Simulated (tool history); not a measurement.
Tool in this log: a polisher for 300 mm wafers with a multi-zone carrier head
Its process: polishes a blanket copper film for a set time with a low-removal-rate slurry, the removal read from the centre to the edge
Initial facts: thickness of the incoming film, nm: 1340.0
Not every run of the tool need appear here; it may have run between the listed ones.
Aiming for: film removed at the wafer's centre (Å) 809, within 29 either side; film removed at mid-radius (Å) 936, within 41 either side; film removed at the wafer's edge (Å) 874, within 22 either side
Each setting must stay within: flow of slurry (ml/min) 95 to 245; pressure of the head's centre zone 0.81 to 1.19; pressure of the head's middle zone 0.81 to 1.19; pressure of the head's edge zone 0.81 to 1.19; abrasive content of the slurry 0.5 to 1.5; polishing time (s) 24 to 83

run  hour  flow of slurry (ml/min)  pressure of the head's centre zone  pressure of the head's middle zone  pressure of the head's edge zone  abrasive content of the slurry  polishing time (s)  film removed at the wafer's centre (Å)  film removed at mid-radius (Å)  film removed at the wafer's edge (Å)
  1     0                      155                                   1                                   1                                 1                               1                  53                                  1866.3                          1813.4                                1818.4
  2   7.7                      155                                   1                                1.07                                 1                               1                  53                                  1853.3                          1907.4                                  1813
  3  14.2                      155                                   1                                1.07                              0.96                               1                  53                                  1836.3                          1852.5                                1787.5
  4  21.5                      155                                   1                                1.07                              0.88                               1                  53                                  1836.6                            1852                                1743.5
  5  27.3                      150                                0.98                                1.07                              0.87                            0.95                  49                                  1620.9                          1748.4                                1562.1
  6  31.2                      145                                0.97                                1.03                              0.89                             0.9                  45                                  1476.5                          1526.4                                1420.3
  7  40.1                      140                                0.95                                1.01                              0.89                            0.85                  43                                  1371.8                          1383.6                                1369.9
  8  46.3                      140                                0.94                                1.02                              0.88                             0.8                  40                                  1233.8                          1317.8                                1233.4
  9    55                      135                                0.93                                1.01                              0.88                            0.75                  38                                  1129.6                          1229.2                                1162.5
 10  57.3                      130                                0.92                                1.01                              0.87                             0.7                  37                                  1086.5                            1132                                1102.3
 11    58                      115                                0.82                                1.11                              0.84                             0.5                  28                                  674.64                          842.33                                773.69
 12  63.4                      115                                0.82                                1.11                              0.84                             0.5                  28                                  659.87                          865.69                                764.46
 13  66.1                      125                                0.83                                 1.1                              0.85                             0.5                  28                                  692.67                          878.92                                793.22

4 next moves are on the table. One of them brings every result within its allowed miss. Which?
  A  68.8                      160                                0.98                                1.19                              0.81                            0.85                  24                                       ?                               ?                                     ?
  B  68.8                      160                                0.86                                1.03                              0.86                             0.5                  30                                       ?                               ?                                     ?
  C  68.8                      115                                1.01                                1.19                              0.81                             0.5                  31                                       ?                               ?                                     ?
  D  68.8                      135                                0.82                                1.04                              0.97                             0.5                  30                                       ?                               ?                                     ?

move  film removed at the wafer's centre (Å)  film removed at mid-radius (Å)  film removed at the wafer's edge (Å)
   A                                   809.1                          914.94                                747.04
   B                                   823.8                          960.27                                 888.1
   C                                  916.36                          1016.2                                849.21
   D                                  753.34                          932.21                                903.63
A: gets the furthest-off result to its target, but another result is out of tolerance
B: each result inside its tolerance
C: moves the result that the last run missed by most past its target, out the other side
D: an improvement on the last run, though not all results are within tolerance
The right move is B.
